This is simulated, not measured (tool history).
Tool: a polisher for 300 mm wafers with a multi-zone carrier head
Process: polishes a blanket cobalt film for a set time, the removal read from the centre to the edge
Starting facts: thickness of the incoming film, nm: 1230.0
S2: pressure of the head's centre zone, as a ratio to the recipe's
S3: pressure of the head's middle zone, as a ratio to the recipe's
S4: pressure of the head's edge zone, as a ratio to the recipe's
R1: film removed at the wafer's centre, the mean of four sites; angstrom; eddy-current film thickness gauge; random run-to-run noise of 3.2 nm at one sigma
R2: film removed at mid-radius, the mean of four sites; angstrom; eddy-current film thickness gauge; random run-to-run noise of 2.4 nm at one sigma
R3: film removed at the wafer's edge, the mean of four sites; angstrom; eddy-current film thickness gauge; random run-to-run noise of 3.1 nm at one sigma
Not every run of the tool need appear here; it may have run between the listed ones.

{"run": 1, "hour": 0.0, "flow of slurry (ml/min)": 185, "S2": 1.0, "S3": 1.0, "S4": 1.0, "polishing time (s)": 73, "R1": 3520.8, "R2": 3477.8, "R3": 3475.9}
{"run": 2, "hour": 1.1, "flow of slurry (ml/min)": 190, "S2": 1.02, "S3": 0.99, "S4": 1.0, "polishing time (s)": 73, "R1": 3626.7, "R2": 3481.2, "R3": 3483.5}
{"run": 3, "hour": 5.5, "flow of slurry (ml/min)": 190, "S2": 1.02, "S3": 0.9, "S4": 1.0, "polishing time (s)": 73, "R1": 3664.5, "R2": 3157.1, "R3": 3522.9}
{"run": 4, "hour": 8.3, "flow of slurry (ml/min)": 195, "S2": 1.03, "S3": 0.9, "S4": 0.99, "polishing time (s)": 73, "R1": 3744.6, "R2": 3203.2, "R3": 3516.3}
{"run": 5, "hour": 8.9, "flow of slurry (ml/min)": 195, "S2": 1.07, "S3": 0.9, "S4": 0.99, "polishing time (s)": 73, "R1": 3882.4, "R2": 3178.5, "R3": 3483.3}
{"run": 6, "hour": 17.2, "flow of slurry (ml/min)": 195, "S2": 1.07, "S3": 0.9, "S4": 0.99, "polishing time (s)": 88, "R1": 4627.1, "R2": 3858.7, "R3": 4226.5}
{"run": 7, "hour": 20.0, "flow of slurry (ml/min)": 185, "S2": 1.07, "S3": 0.89, "S4": 0.97, "polishing time (s)": 87, "R1": 4566.2, "R2": 3730.0, "R3": 4115.3}
{"run": 8, "hour": 27.8, "flow of slurry (ml/min)": 180, "S2": 1.07, "S3": 0.89, "S4": 0.95, "polishing time (s)": 86, "R1": 4505.7, "R2": 3749.0, "R3": 3971.0}

What does the tool deliver on the next run?
{"run": 9, "hour": 32.1, "flow of slurry (ml/min)": 175, "S2": 1.07, "S3": 0.88, "S4": 0.94, "polishing time (s)": 85, "R1": "?", "R2": "?", "R3": "?"}

{"run 9": {"R1": 4407.3, "R2": 3630.1, "R3": 3905.5}}

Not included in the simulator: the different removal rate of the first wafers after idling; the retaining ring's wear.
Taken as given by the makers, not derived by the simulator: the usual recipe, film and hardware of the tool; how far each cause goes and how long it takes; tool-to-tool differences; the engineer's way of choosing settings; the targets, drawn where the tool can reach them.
